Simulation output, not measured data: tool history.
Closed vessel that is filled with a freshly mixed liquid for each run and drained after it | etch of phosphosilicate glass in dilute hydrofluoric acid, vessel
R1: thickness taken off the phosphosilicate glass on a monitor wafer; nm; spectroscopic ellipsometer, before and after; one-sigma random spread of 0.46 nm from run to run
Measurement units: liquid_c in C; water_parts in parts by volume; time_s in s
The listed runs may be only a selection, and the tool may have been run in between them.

{"run": 1, "hour": 0.0, "liquid_c": 24.0, "water_parts": 255, "time_s": 275, "R1": 63.999}
{"run": 2, "hour": 3.4, "liquid_c": 23.0, "water_parts": 255, "time_s": 275, "R1": 62.248}
{"run": 3, "hour": 8.4, "liquid_c": 22.0, "water_parts": 255, "time_s": 275, "R1": 60.399}
{"run": 4, "hour": 14.2, "liquid_c": 22.0, "water_parts": 175, "time_s": 275, "R1": 93.123}
{"run": 5, "hour": 17.6, "liquid_c": 22.0, "water_parts": 175, "time_s": 295, "R1": 99.47}
{"run": 6, "hour": 19.7, "liquid_c": 21.0, "water_parts": 195, "time_s": 295, "R1": 85.278}
{"run": 7, "hour": 21.8, "liquid_c": 21.0, "water_parts": 195, "time_s": 295, "R1": 84.057}
{"run": 8, "hour": 28.8, "liquid_c": 20.0, "water_parts": 205, "time_s": 295, "R1": 76.817}
{"run": 9, "hour": 32.0, "liquid_c": 19.5, "water_parts": 215, "time_s": 295, "R1": 71.847}
{"run": 10, "hour": 33.0, "liquid_c": 19.0, "water_parts": 225, "time_s": 295, "R1": 67.314}
{"run": 11, "hour": 39.0, "liquid_c": 19.0, "water_parts": 225, "time_s": 295, "R1": 66.143}
{"run": 12, "hour": 47.4, "liquid_c": 18.5, "water_parts": 230, "time_s": 295, "R1": 62.776}

Predict the results of run 13:
{"run": 13, "hour": 54.9, "liquid_c": 18.0, "water_parts": 235, "time_s": 295, "R1": "?"}

R1: 60.031 nm
